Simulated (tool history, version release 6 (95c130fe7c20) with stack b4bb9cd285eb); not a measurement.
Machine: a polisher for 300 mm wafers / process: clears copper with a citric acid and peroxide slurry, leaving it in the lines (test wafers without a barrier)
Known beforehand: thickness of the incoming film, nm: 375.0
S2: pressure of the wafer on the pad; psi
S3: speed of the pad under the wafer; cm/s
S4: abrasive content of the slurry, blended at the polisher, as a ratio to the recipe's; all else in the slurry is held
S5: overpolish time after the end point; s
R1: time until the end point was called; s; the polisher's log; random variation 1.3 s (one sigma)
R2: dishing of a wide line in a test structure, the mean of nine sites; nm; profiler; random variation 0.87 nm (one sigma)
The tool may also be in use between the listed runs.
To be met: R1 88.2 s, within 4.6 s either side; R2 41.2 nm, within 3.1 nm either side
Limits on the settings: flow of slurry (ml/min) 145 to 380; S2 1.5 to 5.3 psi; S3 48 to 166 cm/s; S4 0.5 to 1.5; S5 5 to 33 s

Run 1, day 0: flow of slurry (ml/min) 245, S2 3.4 psi, S3 106 cm/s, S4 1, S5 17 s. Result: R1 143.78 s, R2 24.882 nm.
Run 2, day 0.096: flow of slurry (ml/min) 245, S2 3.4 psi, S3 126 cm/s, S4 1, S5 17 s. Result: R1 120.88 s, R2 28.566 nm.
Run 3, day 0.362: flow of slurry (ml/min) 245, S2 3.6 psi, S3 126 cm/s, S4 1, S5 18 s. Result: R1 115.95 s, R2 31.962 nm.
Run 4, day 0.425: flow of slurry (ml/min) 245, S2 3.8 psi, S3 126 cm/s, S4 1, S5 18 s. Result: R1 112.87 s, R2 32.03 nm.
Run 5, day 0.792: flow of slurry (ml/min) 245, S2 4.1 psi, S3 128 cm/s, S4 1, S5 18 s. Result: R1 104.41 s, R2 32.549 nm.
Run 6, day 1.15: flow of slurry (ml/min) 215, S2 4.1 psi, S3 128 cm/s, S4 1, S5 18 s. Result: R1 107.72 s, R2 31.945 nm.
Run 7, day 1.379: flow of slurry (ml/min) 230, S2 4.2 psi, S3 128 cm/s, S4 1, S5 19 s. Result: R1 104.93 s, R2 32.487 nm.
Run 8, day 1.733: flow of slurry (ml/min) 240, S2 4.3 psi, S3 130 cm/s, S4 1, S5 20 s. Result: R1 100.94 s, R2 35.537 nm.
Run 9, day 2.017: flow of slurry (ml/min) 245, S2 4.4 psi, S3 130 cm/s, S4 1, S5 20 s. Result: R1 97.997 s, R2 36.502 nm.
Run 10, day 2.046: flow of slurry (ml/min) 250, S2 4.5 psi, S3 130 cm/s, S4 1, S5 20 s. Result: R1 96.041 s, R2 36.712 nm.
Run 11, day 2.25: flow of slurry (ml/min) 255, S2 4.6 psi, S3 130 cm/s, S4 1, S5 20 s. Result: R1 93.971 s, R2 37.83 nm.
Run 12, day 2.621: flow of slurry (ml/min) 260, S2 4.7 psi, S3 130 cm/s, S4 1, S5 20 s. Result: R1 91.638 s, R2 36.581 nm.

Which one of the following 4 next-run settings gets every result inside its allowed miss? There is exactly one.
Run A, day 2.992: flow of slurry (ml/min) 220, S2 4.5 psi, S3 134 cm/s, S4 0.8, S5 24 s. Result: R1 ?, R2 ?.
Run B, day 2.992: flow of slurry (ml/min) 235, S2 5.1 psi, S3 128 cm/s, S4 1.05, S5 24 s. Result: R1 ?, R2 ?.
Run C, day 2.992: flow of slurry (ml/min) 255, S2 4.6 psi, S3 126 cm/s, S4 0.85, S5 26 s. Result: R1 ?, R2 ?.
Run D, day 2.992: flow of slurry (ml/min) 335, S2 5 psi, S3 132 cm/s, S4 0.8, S5 31 s. Result: R1 ?, R2 ?.

move      R1      R2
   A   94.64   39.74
   B  86.519  41.594
   C   96.57  40.906
   D  85.149  46.185
A: corrects the largest miss of the last run, while another result sits out of spec
B: all results in spec
C: corrects the largest miss of the last run, while another result sits out of spec
D: takes the biggest miss from the last run beyond its target
Go with B: it meets all targets.
